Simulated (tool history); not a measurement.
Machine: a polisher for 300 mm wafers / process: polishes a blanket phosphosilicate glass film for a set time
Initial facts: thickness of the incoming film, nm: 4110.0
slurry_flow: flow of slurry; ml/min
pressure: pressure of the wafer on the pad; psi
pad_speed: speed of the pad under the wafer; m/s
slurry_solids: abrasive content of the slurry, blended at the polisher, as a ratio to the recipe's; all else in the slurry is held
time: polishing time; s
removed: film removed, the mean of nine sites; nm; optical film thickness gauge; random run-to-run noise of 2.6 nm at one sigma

run	hour	slurry_flow	pressure	pad_speed	slurry_solids	time	removed
1	0	310	3.8	0.98	1	45	400.67
2	7.3	310	3.4	0.98	1	45	367.1
3	10.3	310	3.1	0.98	1	45	333.13
4	19.4	310	3.1	0.98	1.2	45	357.63
5	25.1	310	2.8	0.98	1.2	45	325.23
6	29.7	310	3.2	0.98	1.2	45	378.84
7	31.7	310	3.2	0.98	1.2	45	375.9
8	36.2	310	2.9	0.98	1.2	45	340.33
9	42	310	2.7	0.98	1.2	45	312.92

Run 10 is up next; what results do you expect?
10	48.3	310	2.6	0.98	1.2	45	?

Logged for run 10: removed 305.73 nm.
